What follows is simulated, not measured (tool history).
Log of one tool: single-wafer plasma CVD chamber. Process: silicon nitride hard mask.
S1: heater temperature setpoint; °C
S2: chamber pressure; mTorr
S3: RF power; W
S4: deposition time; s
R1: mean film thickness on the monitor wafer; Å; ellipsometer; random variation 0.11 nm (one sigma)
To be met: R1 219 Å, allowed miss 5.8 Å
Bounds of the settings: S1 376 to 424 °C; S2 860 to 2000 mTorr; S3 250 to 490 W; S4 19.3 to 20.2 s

run 1 hour=0 | S1=400 S2=1430 S3=370 S4=20.2 | R1=266.19
run 2 hour=6.6 | S1=400 S2=1590 S3=370 S4=20.2 | R1=274.81
run 3 hour=9.4 | S1=400 S2=1450 S3=345 S4=20 | R1=249.99
run 4 hour=14.4 | S1=400 S2=1450 S3=365 S4=20 | R1=262.35
run 5 hour=15.6 | S1=406 S2=1450 S3=365 S4=20 | R1=261.01
run 6 hour=20.4 | S1=406 S2=1340 S3=365 S4=20 | R1=259.27
run 7 hour=25.2 | S1=406 S2=1280 S3=345 S4=19.9 | R1=240.99
run 8 hour=28.7 | S1=406 S2=1200 S3=340 S4=19.9 | R1=233.74
run 9 hour=29.2 | S1=406 S2=1140 S3=335 S4=19.9 | R1=229.68
run 10 hour=36.3 | S1=406 S2=1140 S3=335 S4=19.9 | R1=228.4

Which of these 4 next moves meets every target?
run A hour=43.4 | S1=411 S2=1140 S3=315 S4=20.2 | R1=?
run B hour=43.4 | S1=407 S2=1240 S3=330 S4=20.2 | R1=?
run C hour=43.4 | S1=412 S2=1000 S3=375 S4=19.3 | R1=?
run D hour=43.4 | S1=404 S2=1660 S3=315 S4=19.7 | R1=?

move=A R1=218.98
move=B R1=233.27
move=C R1=235.55
move=D R1=233.79
A: meets every target
B: further off than the last run
C: further off than the last run
D: further off than the last run
Move A is the one to make.

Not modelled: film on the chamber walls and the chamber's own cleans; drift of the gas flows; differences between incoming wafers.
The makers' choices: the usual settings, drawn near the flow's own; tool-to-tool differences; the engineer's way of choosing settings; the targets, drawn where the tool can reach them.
